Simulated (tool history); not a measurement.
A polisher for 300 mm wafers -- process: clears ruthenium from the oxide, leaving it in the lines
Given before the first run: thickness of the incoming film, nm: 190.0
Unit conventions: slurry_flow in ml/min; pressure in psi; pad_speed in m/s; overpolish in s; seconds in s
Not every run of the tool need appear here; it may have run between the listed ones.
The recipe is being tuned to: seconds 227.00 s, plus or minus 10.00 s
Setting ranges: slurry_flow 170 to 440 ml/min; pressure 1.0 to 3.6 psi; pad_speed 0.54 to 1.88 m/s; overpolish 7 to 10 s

run,hour,slurry_flow,pressure,pad_speed,overpolish,seconds
1,0.0,280,2.3,1.20,10,132.95
2,1.3,280,2.3,1.20,10,130.95
3,4.8,280,2.1,1.20,10,145.29
4,9.2,280,2.1,1.32,10,131.53
5,15.6,280,2.5,1.32,10,112.90
6,16.8,280,2.3,1.30,10,125.07
7,21.7,280,2.1,1.28,10,140.98
8,30.3,280,2.1,1.28,10,136.13
9,31.4,280,2.0,1.26,10,145.76
10,34.3,280,1.9,1.26,10,154.85
11,35.2,280,1.8,1.26,10,157.95
# hour 37.1: slurry nozzle cleaned
12,37.1,280,1.7,1.26,10,158.13
13,42.8,280,1.6,1.24,10,178.20
14,46.3,280,1.5,1.24,10,189.73
15,50.8,280,1.3,1.24,10,209.98
16,52.6,280,1.3,1.24,10,209.06

Of the 4 settings listed for the next run, only one would bring every result within its allowed miss of target. Which one?
A,54.4,170,1.2,1.34,7,?
B,54.4,395,1.4,1.20,10,?
C,54.4,245,1.3,1.04,10,?
D,54.4,365,1.1,1.68,10,?

move,seconds
A,236.24
B,201.19
C,251.95
D,193.86
A: in spec on every target
B: lands further from the targets than the last run did
C: pushes the last run's worst result past its target
D: lands further from the targets than the last run did
The right move is A.
